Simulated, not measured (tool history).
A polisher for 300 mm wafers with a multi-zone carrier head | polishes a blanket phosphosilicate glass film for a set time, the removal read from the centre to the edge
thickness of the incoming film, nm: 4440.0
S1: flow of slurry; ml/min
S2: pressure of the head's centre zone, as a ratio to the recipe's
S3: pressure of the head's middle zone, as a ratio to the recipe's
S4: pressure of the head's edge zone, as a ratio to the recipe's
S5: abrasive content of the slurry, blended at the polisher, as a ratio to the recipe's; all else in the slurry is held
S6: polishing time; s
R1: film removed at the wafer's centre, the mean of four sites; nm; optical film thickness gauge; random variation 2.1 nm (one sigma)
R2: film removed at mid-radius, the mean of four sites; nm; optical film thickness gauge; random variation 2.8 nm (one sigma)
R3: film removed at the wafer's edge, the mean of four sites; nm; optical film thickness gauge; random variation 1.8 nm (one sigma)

| run | day | S1 | S2 | S3 | S4 | S5 | S6 | R1 | R2 | R3 |
|---|---|---|---|---|---|---|---|---|---|---|
| 1 | 0 | 175 | 1 | 1 | 1 | 1 | 33 | 262.01 | 266.39 | 254.54 |
| 2 | 0.312 | 170 | 0.97 | 1.02 | 0.98 | 0.9 | 33 | 234.19 | 255.89 | 239.55 |
| 3 | 0.525 | 170 | 0.91 | 1.02 | 0.98 | 0.9 | 33 | 217.98 | 253.71 | 239.06 |
| 4 | 0.746 | 170 | 0.91 | 1.02 | 0.94 | 0.9 | 33 | 224.82 | 254.48 | 233.4 |
| 5 | 1.021 | 165 | 0.89 | 1.03 | 0.92 | 0.8 | 33 | 202.7 | 236.54 | 219.33 |
| 6 | 1.096 | 165 | 0.89 | 1.03 | 0.88 | 0.8 | 33 | 202 | 233.26 | 218.44 |
| 7 | 1.158 | 165 | 0.89 | 1.06 | 0.87 | 0.75 | 33 | 191.52 | 227.98 | 208.44 |
| 8 | 1.267 | 165 | 0.89 | 1.09 | 0.86 | 0.7 | 33 | 188.73 | 229.76 | 198.51 |

Run 9 comes next. What will it give?
| 9 | 1.346 | 160 | 0.88 | 1.1 | 0.85 | 0.7 | 33 | ? | ? | ? |

{"run 9": {"R1": 175.98, "R2": 234.43, "R3": 192.73}}
